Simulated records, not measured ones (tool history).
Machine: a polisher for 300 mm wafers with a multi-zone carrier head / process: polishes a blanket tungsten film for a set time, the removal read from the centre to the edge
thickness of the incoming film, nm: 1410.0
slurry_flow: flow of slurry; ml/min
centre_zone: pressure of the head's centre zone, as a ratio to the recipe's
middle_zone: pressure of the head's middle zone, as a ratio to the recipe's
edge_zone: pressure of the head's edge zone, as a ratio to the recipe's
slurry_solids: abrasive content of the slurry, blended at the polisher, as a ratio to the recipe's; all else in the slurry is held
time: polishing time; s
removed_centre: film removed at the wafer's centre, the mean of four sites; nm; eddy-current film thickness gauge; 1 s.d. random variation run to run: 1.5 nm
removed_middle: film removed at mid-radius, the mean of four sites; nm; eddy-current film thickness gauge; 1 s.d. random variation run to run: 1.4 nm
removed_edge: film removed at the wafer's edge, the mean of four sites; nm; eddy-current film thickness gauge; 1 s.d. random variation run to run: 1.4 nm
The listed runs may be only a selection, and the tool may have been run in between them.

| run | hour | slurry_flow | centre_zone | middle_zone | edge_zone | slurry_solids | time | removed_centre | removed_middle | removed_edge |
|---|---|---|---|---|---|---|---|---|---|---|
| 1 | 0 | 280 | 1 | 1 | 1 | 1 | 33 | 175.52 | 179.24 | 178.94 |
| 2 | 4 | 280 | 0.93 | 1 | 1 | 1 | 33 | 162.92 | 178.33 | 177.18 |
| 3 | 5.3 | 280 | 0.96 | 0.95 | 0.96 | 0.85 | 31 | 154.53 | 156.43 | 158.07 |
| 4 | 10.1 | 280 | 0.87 | 0.95 | 0.96 | 0.85 | 31 | 136.3 | 152.61 | 158.68 |
| 5 | 16.3 | 280 | 0.91 | 0.91 | 0.93 | 0.75 | 30 | 134.87 | 138.9 | 143.31 |
| 6 | 24.3 | 275 | 0.93 | 0.88 | 0.92 | 0.7 | 30 | 131.58 | 133.41 | 141.86 |
| 7 | 29.5 | 280 | 0.97 | 0.86 | 0.9 | 0.65 | 30 | 139.97 | 130.24 | 135.51 |

What does the tool deliver on the next run?
| 8 | 36.3 | 270 | 0.98 | 0.84 | 0.9 | 0.6 | 30 | ? | ? | ? |

Run 8 came out at removed_centre 135.31 nm, removed_middle 125.63 nm, removed_edge 132.05 nm.

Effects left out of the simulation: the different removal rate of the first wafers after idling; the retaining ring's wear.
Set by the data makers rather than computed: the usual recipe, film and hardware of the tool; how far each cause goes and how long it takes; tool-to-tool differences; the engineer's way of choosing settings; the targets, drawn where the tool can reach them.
